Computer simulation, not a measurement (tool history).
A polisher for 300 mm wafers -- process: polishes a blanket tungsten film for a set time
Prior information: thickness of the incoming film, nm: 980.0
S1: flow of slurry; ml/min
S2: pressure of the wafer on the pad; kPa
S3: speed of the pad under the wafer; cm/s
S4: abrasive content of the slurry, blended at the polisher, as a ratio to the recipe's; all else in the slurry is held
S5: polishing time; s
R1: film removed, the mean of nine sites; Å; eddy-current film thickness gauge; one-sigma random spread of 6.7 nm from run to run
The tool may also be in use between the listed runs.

| run | day | S1 | S2 | S3 | S4 | S5 | R1 |
|---|---|---|---|---|---|---|---|
| 1 | 0.000 | 255 | 30.3 | 112 | 1.0 | 76 | 4208.4 |
| 2 | 0.279 | 255 | 30.3 | 112 | 1.0 | 76 | 4295.6 |
| 3 | 0.400 | 255 | 32.4 | 112 | 1.0 | 76 | 4521.5 |
| 4 | 0.529 | 255 | 32.4 | 96 | 1.0 | 76 | 3926.1 |
| 5 | 0.867 | 255 | 34.5 | 98 | 1.0 | 76 | 4157.8 |
| 6 | 0.958 | 255 | 34.5 | 98 | 1.0 | 76 | 4259.9 |
| 7 | 0.983 | 255 | 36.5 | 100 | 1.0 | 76 | 4699.4 |

The next listed run, before its measurement:
| 8 | 1.321 | 255 | 37.9 | 100 | 1.0 | 76 | ? |

R1: 4680.1 Å
